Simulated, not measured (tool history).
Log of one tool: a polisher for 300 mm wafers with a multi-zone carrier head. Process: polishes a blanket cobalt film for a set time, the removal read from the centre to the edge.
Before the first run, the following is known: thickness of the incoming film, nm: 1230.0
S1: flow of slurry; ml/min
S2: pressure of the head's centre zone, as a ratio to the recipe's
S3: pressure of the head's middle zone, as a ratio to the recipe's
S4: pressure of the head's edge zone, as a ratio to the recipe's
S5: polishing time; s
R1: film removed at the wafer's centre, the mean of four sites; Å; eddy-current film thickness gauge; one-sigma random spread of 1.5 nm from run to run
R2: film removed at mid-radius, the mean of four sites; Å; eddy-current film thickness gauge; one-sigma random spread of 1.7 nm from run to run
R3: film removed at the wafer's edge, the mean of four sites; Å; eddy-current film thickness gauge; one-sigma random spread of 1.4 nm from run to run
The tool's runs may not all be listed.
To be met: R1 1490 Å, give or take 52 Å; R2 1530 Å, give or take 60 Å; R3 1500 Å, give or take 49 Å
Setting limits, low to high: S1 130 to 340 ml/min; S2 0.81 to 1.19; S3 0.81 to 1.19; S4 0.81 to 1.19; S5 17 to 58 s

run,hour,S1,S2,S3,S4,S5,R1,R2,R3
1,0,220,1,1,1,37,1180.4,1196.5,1188.5
2,2.1,230,1.02,1.02,1.04,39,1265.1,1258.8,1250.8
3,5,230,0.95,1.02,1.04,39,1190.7,1308.2,1246.2
4,11.6,230,0.95,1.02,1,39,1171.5,1283.4,1245.7
5,18.9,235,0.96,1.02,1,41,1292.1,1350.4,1306.6
6,23.4,235,0.96,1.02,1.02,42,1297.6,1400.3,1339.1
7,26.6,235,0.97,1.01,1.03,43,1347.4,1404.9,1411.7
8,30,240,0.98,1.02,1.04,44,1403.6,1455.2,1443
9,37.6,245,0.99,1.03,1.05,44,1430.9,1454,1452.3

Exercise: of the 4 proposed moves below, exactly one satisfies all targets within the stated allowed misses. Which move is it?
A,45.2,275,1,1.04,1.05,45,?,?,?
B,45.2,255,1.04,0.84,1.14,48,?,?,?
C,45.2,220,1.07,1.08,1.09,41,?,?,?
D,45.2,275,1.01,1.19,1.11,40,?,?,?

move,R1,R2,R3
A,1484.2,1522.2,1497
B,1629.3,1364.2,1657.8
C,1404.8,1389.9,1360.6
D,1333.9,1507.4,1365.7
A: in spec on every target
B: the biggest miss grows against the last run
C: the biggest miss grows against the last run
D: the worst result of the last run now meets its target, but another is out of spec
The right move is A.
